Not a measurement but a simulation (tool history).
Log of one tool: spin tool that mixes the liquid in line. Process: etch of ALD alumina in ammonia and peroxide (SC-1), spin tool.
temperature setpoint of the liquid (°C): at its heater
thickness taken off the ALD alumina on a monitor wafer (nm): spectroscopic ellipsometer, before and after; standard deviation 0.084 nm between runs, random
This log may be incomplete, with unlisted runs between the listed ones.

run    day  temperature setpoint of the liquid (°C)  parts of 29 % ammonia solution to one part of 30 % peroxide (parts by volume)  time under the liquid (s)  thickness taken off the ALD alumina on a monitor wafer (nm)
  1      0                                       58                                                                            0.7                        145                                                       15.264
  2  0.242                                       58                                                                            0.7                        145                                                       15.283
  3  0.321                                       58                                                                           0.95                        145                                                       15.911
  4  0.442                                       58                                                                           1.05                        145                                                       16.051
  5  0.662                                     56.5                                                                           1.05                        145                                                       14.829
  6  0.829                                     55.5                                                                           1.05                        145                                                       14.238
  7   1.15                                     54.5                                                                           1.05                        145                                                       13.273
  8  1.233                                     54.5                                                                           1.05                        145                                                       13.517

Run 9, settings as shown, results not yet in. Your forecast:
  9  1.321                                       54                                                                           1.05                        145                                                            ?

Run 9 measured thickness taken off the ALD alumina on a monitor wafer (nm) 13.015.
